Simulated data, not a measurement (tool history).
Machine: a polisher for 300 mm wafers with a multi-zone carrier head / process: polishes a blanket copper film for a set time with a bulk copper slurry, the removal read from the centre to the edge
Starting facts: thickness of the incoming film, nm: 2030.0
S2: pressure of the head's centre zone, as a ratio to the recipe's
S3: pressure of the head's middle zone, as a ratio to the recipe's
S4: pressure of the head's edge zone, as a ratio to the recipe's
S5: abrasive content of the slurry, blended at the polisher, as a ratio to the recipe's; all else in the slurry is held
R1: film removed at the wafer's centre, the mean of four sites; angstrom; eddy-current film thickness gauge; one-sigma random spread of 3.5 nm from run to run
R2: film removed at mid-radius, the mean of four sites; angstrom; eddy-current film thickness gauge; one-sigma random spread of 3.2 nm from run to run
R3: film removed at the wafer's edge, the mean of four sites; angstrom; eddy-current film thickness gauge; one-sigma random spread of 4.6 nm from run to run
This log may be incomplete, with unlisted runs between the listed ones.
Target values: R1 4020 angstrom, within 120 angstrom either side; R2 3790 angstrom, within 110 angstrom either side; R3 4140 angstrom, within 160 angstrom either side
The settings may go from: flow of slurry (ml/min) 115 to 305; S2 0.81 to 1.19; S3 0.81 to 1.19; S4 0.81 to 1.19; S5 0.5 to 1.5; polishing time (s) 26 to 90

{"run": 1, "day": 0.0, "flow of slurry (ml/min)": 195, "S2": 1, "S3": 1, "S4": 1, "S5": 1, "polishing time (s)": 58, "R1": 4907.9, "R2": 4756.3, "R3": 4874.8}
{"run": 2, "day": 0.221, "flow of slurry (ml/min)": 195, "S2": 1.03, "S3": 1, "S4": 1, "S5": 1, "polishing time (s)": 58, "R1": 5045, "R2": 4823.1, "R3": 4658.3}
{"run": 3, "day": 0.567, "flow of slurry (ml/min)": 225, "S2": 1.03, "S3": 1, "S4": 1, "S5": 1, "polishing time (s)": 58, "R1": 5066.3, "R2": 4789.5, "R3": 4874.5}
{"run": 4, "day": 0.679, "flow of slurry (ml/min)": 200, "S2": 1.03, "S3": 1, "S4": 1, "S5": 1, "polishing time (s)": 58, "R1": 5046.3, "R2": 4779.9, "R3": 4718.1}
{"run": 5, "day": 0.917, "flow of slurry (ml/min)": 185, "S2": 1, "S3": 0.96, "S4": 0.97, "S5": 0.85, "polishing time (s)": 58, "R1": 4678.7, "R2": 4397.3, "R3": 4460}
{"run": 6, "day": 1.108, "flow of slurry (ml/min)": 185, "S2": 1, "S3": 1.04, "S4": 0.97, "S5": 0.85, "polishing time (s)": 58, "R1": 4662.3, "R2": 4767.5, "R3": 4517.4}
{"run": 7, "day": 1.3, "flow of slurry (ml/min)": 175, "S2": 0.97, "S3": 0.99, "S4": 0.95, "S5": 0.8, "polishing time (s)": 58, "R1": 4450.6, "R2": 4410.1, "R3": 4374.9}
{"run": 8, "day": 1.512, "flow of slurry (ml/min)": 165, "S2": 0.95, "S3": 0.96, "S4": 0.94, "S5": 0.8, "polishing time (s)": 58, "R1": 4304.9, "R2": 4341.1, "R3": 4297.4}
{"run": 9, "day": 1.592, "flow of slurry (ml/min)": 135, "S2": 0.94, "S3": 0.86, "S4": 0.98, "S5": 0.65, "polishing time (s)": 58, "R1": 3964.2, "R2": 3667.7, "R3": 4164.2}

Next run, 4 choices. One meets every target within its allowed miss, the rest don't. Which?
{"run": "A", "day": 1.671, "flow of slurry (ml/min)": 120, "S2": 1.02, "S3": 0.9, "S4": 0.98, "S5": 0.7, "polishing time (s)": 58, "R1": "?", "R2": "?", "R3": "?"}
{"run": "B", "day": 1.671, "flow of slurry (ml/min)": 170, "S2": 0.86, "S3": 0.94, "S4": 0.93, "S5": 0.6, "polishing time (s)": 59, "R1": "?", "R2": "?", "R3": "?"}
{"run": "C", "day": 1.671, "flow of slurry (ml/min)": 115, "S2": 0.96, "S3": 0.9, "S4": 0.97, "S5": 0.8, "polishing time (s)": 57, "R1": "?", "R2": "?", "R3": "?"}
{"run": "D", "day": 1.671, "flow of slurry (ml/min)": 155, "S2": 0.89, "S3": 0.83, "S4": 1.02, "S5": 0.65, "polishing time (s)": 61, "R1": "?", "R2": "?", "R3": "?"}

move=A R1=4232.7 R2=3762.6 R3=4131
move=B R1=3735.9 R2=4025 R3=4104
move=C R1=4012 R2=3783.8 R3=4140.5
move=D R1=4002.7 R2=3789.5 R3=4476.3
A: brings the last run's worst result on target, with another outside its allowed miss
B: pushes the last run's worst result past its target
C: all results land within tolerance of their targets
D: brings the last run's worst result on target, with another outside its allowed miss
C meets every target.
